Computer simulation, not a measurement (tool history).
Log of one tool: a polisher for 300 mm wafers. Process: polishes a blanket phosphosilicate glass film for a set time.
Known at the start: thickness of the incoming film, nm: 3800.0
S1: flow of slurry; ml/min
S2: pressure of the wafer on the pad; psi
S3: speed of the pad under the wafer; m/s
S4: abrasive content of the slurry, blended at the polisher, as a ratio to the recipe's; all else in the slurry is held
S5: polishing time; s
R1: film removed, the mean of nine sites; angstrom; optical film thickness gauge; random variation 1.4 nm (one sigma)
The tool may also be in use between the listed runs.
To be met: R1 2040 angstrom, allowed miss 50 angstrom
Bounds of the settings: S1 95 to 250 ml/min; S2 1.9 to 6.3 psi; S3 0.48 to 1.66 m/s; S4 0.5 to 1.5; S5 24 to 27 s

| run | hour | S1 | S2 | S3 | S4 | S5 | R1 |
|---|---|---|---|---|---|---|---|
| 1 | 0 | 160 | 4.1 | 1.06 | 1 | 27 | 3091.3 |
| 2 | 7.6 | 150 | 3.6 | 1.06 | 1 | 27 | 2676.6 |
| 3 | 12 | 150 | 3.6 | 1.06 | 1.15 | 27 | 2869.1 |
| 4 | 14.6 | 140 | 3.2 | 1.06 | 1.15 | 27 | 2507.1 |
| 5 | 18.5 | 175 | 3.2 | 1.06 | 1.15 | 27 | 2593.4 |
| 6 | 26.4 | 170 | 2.9 | 1.06 | 1.15 | 27 | 2372 |
| 7 | 29.7 | 165 | 2.8 | 1.06 | 1.15 | 27 | 2282.3 |
| 8 | 35.4 | 160 | 2.7 | 1.06 | 1.15 | 27 | 2151.7 |
| 9 | 41.8 | 155 | 2.7 | 1.06 | 1.15 | 27 | 2168.9 |
| 10 | 49.5 | 145 | 2.7 | 1.06 | 1.15 | 27 | 2135.9 |
| 11 | 55.8 | 140 | 2.7 | 1.06 | 1.15 | 27 | 2148.6 |
| 12 | 62.5 | 135 | 2.7 | 1.06 | 1.15 | 27 | 2117.1 |

Which of these 5 next moves meets every target?
| A | 69.2 | 175 | 3 | 0.86 | 1.35 | 27 | ? |
| B | 69.2 | 155 | 2.3 | 1.26 | 1.3 | 27 | ? |
| C | 69.2 | 140 | 2.4 | 1.22 | 1.3 | 27 | ? |
| D | 69.2 | 115 | 2.7 | 1.14 | 1.05 | 27 | ? |
| E | 69.2 | 145 | 2.8 | 1.04 | 1.1 | 27 | ? |

| move | R1 |
|---|---|
| A | 2243.6 |
| B | 2223.2 |
| C | 2215 |
| D | 2060 |
| E | 2145.5 |
A: further off than the last run
B: further off than the last run
C: further off than the last run
D: meets every target
E: further off than the last run
Answer: D
